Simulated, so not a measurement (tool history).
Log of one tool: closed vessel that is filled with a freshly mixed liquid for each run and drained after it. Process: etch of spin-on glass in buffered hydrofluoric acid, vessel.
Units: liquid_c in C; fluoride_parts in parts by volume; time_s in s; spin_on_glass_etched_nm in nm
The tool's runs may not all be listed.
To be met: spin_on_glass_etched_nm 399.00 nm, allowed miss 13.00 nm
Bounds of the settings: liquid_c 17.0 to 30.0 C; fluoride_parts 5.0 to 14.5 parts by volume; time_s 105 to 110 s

run  hour  liquid_c  fluoride_parts  time_s  spin_on_glass_etched_nm
  1   0.0      22.0             9.0     105                   212.95
  2   1.5      22.0             9.0     110                   223.23
  3   4.7      22.0             7.5     110                   269.21
  4  11.3      24.5             7.5     110                   308.44
  5  14.4      25.5             7.5     110                   324.89
  6  16.7      25.5             7.5     105                   310.33
  7  22.5      26.5             7.5     105                   329.90
  8  24.8      27.0             7.5     105                   339.71
  9  31.2      27.5             7.5     105                   345.15
 10  35.0      28.0             7.5     105                   351.60
 11  40.0      28.5             7.5     105                   370.27
 12  48.1      29.0             7.5     105                   371.29

4 next moves are on the table. One of them brings every result within its allowed miss. Which?
  A  56.2      30.0             7.0     105                        ?
  B  56.2      26.0             6.5     105                        ?
  C  56.2      29.5             7.5     110                        ?
  D  56.2      27.5             7.5     105                        ?

move  spin_on_glass_etched_nm
   A                   427.02
   B                   368.33
   C                   404.55
   D                   347.41
A: takes the result that was furthest off past its target
B: further off than the last run
C: meets every target
D: further off than the last run
Answer: C

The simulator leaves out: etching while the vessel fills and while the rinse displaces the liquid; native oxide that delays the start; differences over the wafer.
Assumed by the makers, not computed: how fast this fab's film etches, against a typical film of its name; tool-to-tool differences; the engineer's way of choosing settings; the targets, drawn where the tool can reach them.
